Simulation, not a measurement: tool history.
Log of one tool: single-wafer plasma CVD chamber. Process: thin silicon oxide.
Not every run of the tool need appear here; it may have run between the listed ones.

run	day	heater temperature setpoint (°C)	chamber pressure (mTorr)	RF power (W)	deposition time (s)	mean film thickness on the monitor wafer (Å)
1	0.000	385	907	325	6.92	141.85
2	0.125	394	907	325	6.92	140.99
3	0.150	386	907	325	6.92	141.63
4	0.350	386	1028	325	6.92	157.61
5	0.675	386	1028	295	6.92	151.29
6	1.008	386	1060	295	6.92	155.38

Run 7 has not been measured yet. What should we expect?
7	1.338	386	1083	295	6.92	?

mean film thickness on the monitor wafer (Å): 157.27
